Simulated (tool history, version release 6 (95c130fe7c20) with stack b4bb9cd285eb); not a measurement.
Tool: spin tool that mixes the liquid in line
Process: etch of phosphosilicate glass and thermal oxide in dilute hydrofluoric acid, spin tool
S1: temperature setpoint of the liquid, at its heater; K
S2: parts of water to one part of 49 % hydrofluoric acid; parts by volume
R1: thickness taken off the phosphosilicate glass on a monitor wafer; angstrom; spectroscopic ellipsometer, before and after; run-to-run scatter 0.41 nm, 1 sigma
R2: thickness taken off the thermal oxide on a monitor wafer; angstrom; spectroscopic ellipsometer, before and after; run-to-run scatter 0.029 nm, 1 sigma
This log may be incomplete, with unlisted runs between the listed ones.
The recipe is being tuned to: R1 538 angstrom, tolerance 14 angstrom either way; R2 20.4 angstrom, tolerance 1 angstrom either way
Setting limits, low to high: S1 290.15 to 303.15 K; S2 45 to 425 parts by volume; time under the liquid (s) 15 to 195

{"run": 1, "hour": 0.0, "S1": 295.15, "S2": 235, "time under the liquid (s)": 100, "R1": 397.45, "R2": 15.21}
{"run": 2, "hour": 3.6, "S1": 295.15, "S2": 235, "time under the liquid (s)": 65, "R1": 259.01, "R2": 9.6186}
{"run": 3, "hour": 9.6, "S1": 297.65, "S2": 205, "time under the liquid (s)": 65, "R1": 333.61, "R2": 13.086}
{"run": 4, "hour": 10.2, "S1": 297.65, "S2": 205, "time under the liquid (s)": 90, "R1": 456.88, "R2": 17.242}
{"run": 5, "hour": 17.4, "S1": 299.15, "S2": 205, "time under the liquid (s)": 90, "R1": 494.47, "R2": 18.496}
{"run": 6, "hour": 20.9, "S1": 299.65, "S2": 205, "time under the liquid (s)": 90, "R1": 504.24, "R2": 19.105}
{"run": 7, "hour": 26.2, "S1": 300.15, "S2": 205, "time under the liquid (s)": 90, "R1": 513.6, "R2": 18.693}
{"run": 8, "hour": 28.7, "S1": 298.65, "S2": 180, "time under the liquid (s)": 90, "R1": 559.33, "R2": 21.671}

4 next moves are on the table. One of them brings every result within its allowed miss. Which?
{"run": "A", "hour": 31.2, "S1": 298.65, "S2": 210, "time under the liquid (s)": 110, "R1": "?", "R2": "?"}
{"run": "B", "hour": 31.2, "S1": 303.15, "S2": 165, "time under the liquid (s)": 70, "R1": "?", "R2": "?"}
{"run": "C", "hour": 31.2, "S1": 293.65, "S2": 175, "time under the liquid (s)": 100, "R1": "?", "R2": "?"}
{"run": "D", "hour": 31.2, "S1": 297.65, "S2": 180, "time under the liquid (s)": 95, "R1": "?", "R2": "?"}

move=A R1=579.76 R2=21.802
move=B R1=581.9 R2=21.883
move=C R1=544.02 R2=20.458
move=D R1=582.12 R2=21.891
A: its largest miss is bigger than the last run's
B: its largest miss is bigger than the last run's
C: all results in spec
D: its largest miss is bigger than the last run's
So the answer is move C, the one that meets all the targets.

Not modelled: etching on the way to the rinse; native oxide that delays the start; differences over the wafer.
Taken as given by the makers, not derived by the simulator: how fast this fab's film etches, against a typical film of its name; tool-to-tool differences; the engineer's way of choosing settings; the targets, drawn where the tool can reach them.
